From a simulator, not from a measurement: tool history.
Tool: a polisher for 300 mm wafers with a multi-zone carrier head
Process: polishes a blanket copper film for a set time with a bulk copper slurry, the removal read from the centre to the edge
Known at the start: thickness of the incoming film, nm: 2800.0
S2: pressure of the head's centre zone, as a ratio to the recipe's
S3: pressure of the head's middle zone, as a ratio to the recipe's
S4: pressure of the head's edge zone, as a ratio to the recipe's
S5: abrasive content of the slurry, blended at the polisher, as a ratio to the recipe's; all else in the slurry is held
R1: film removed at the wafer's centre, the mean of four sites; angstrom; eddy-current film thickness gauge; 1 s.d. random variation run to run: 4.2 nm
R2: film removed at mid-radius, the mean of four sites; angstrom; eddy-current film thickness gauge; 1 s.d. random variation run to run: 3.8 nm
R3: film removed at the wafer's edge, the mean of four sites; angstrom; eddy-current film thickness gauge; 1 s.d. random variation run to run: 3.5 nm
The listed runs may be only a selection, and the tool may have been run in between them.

run 1 hour=0.0 | flow_of_slurry_(ml/min)=235 S2=1.00 S3=1.00 S4=1.00 S5=1.00 polishing_time_(s)=57 | R1=6372.3 R2=6282.8 R3=6264.6
run 2 hour=1.5 | flow_of_slurry_(ml/min)=235 S2=0.96 S3=1.00 S4=1.00 S5=1.00 polishing_time_(s)=57 | R1=6017.9 R2=6330.1 R3=6281.4
run 3 hour=6.3 | flow_of_slurry_(ml/min)=270 S2=0.96 S3=1.00 S4=1.00 S5=1.00 polishing_time_(s)=57 | R1=6188.8 R2=6407.5 R3=6381.0
run 4 hour=11.5 | flow_of_slurry_(ml/min)=290 S2=0.96 S3=1.00 S4=1.00 S5=1.00 polishing_time_(s)=57 | R1=6256.4 R2=6451.7 R3=6443.2
run 5 hour=17.0 | flow_of_slurry_(ml/min)=290 S2=0.96 S3=1.00 S4=1.00 S5=0.90 polishing_time_(s)=57 | R1=6125.6 R2=6255.8 R3=6209.8
run 6 hour=20.6 | flow_of_slurry_(ml/min)=290 S2=0.96 S3=1.00 S4=1.00 S5=0.90 polishing_time_(s)=67 | R1=7038.5 R2=7455.9 R3=7332.9
run 7 hour=21.9 | flow_of_slurry_(ml/min)=285 S2=0.96 S3=0.99 S4=0.98 S5=0.85 polishing_time_(s)=65 | R1=6829.0 R2=6942.6 R3=6922.2
run 8 hour=25.6 | flow_of_slurry_(ml/min)=280 S2=0.95 S3=0.99 S4=0.96 S5=0.80 polishing_time_(s)=63 | R1=6411.4 R2=6730.7 R3=6456.6
run 9 hour=26.9 | flow_of_slurry_(ml/min)=275 S2=0.95 S3=0.97 S4=0.95 S5=0.75 polishing_time_(s)=61 | R1=6127.0 R2=6282.3 R3=6252.7
run 10 hour=35.7 | flow_of_slurry_(ml/min)=275 S2=0.95 S3=0.97 S4=0.94 S5=0.70 polishing_time_(s)=59 | R1=5736.7 R2=5944.3 R3=5857.6
run 11 hour=43.6 | flow_of_slurry_(ml/min)=275 S2=0.96 S3=0.97 S4=0.93 S5=0.70 polishing_time_(s)=58 | R1=5713.2 R2=5916.2 R3=5762.8
run 12 hour=48.8 | flow_of_slurry_(ml/min)=275 S2=0.97 S3=0.96 S4=0.92 S5=0.70 polishing_time_(s)=56 | R1=5738.1 R2=5627.3 R3=5535.3
run 13 hour=55.6 | flow_of_slurry_(ml/min)=275 S2=0.97 S3=0.95 S4=0.91 S5=0.70 polishing_time_(s)=55 | R1=5606.7 R2=5508.6 R3=5391.8
run 14 hour=56.3 | flow_of_slurry_(ml/min)=275 S2=0.97 S3=0.94 S4=0.90 S5=0.70 polishing_time_(s)=54 | R1=5435.5 R2=5353.7 R3=5265.4
run 15 hour=62.4 | flow_of_slurry_(ml/min)=275 S2=0.97 S3=0.93 S4=0.89 S5=0.70 polishing_time_(s)=53 | R1=5369.9 R2=5095.9 R3=5094.3
run 16 hour=63.3 | flow_of_slurry_(ml/min)=275 S2=0.97 S3=0.93 S4=0.88 S5=0.70 polishing_time_(s)=52 | R1=5233.9 R2=5071.8 R3=5038.4
run 17 hour=68.4 | flow_of_slurry_(ml/min)=275 S2=0.97 S3=0.93 S4=0.87 S5=0.70 polishing_time_(s)=51 | R1=5070.9 R2=5030.8 R3=4888.5
run 18 hour=72.0 | flow_of_slurry_(ml/min)=275 S2=0.97 S3=0.93 S4=0.86 S5=0.70 polishing_time_(s)=50 | R1=4950.3 R2=4913.1 R3=4819.1

What will run 19 give?
run 19 hour=76.6 | flow_of_slurry_(ml/min)=275 S2=0.97 S3=0.93 S4=0.85 S5=0.70 polishing_time_(s)=50 | R1=? R2=? R3=?

{"run 19": {"R1": 5031.7, "R2": 4819.8, "R3": 4763.8}}
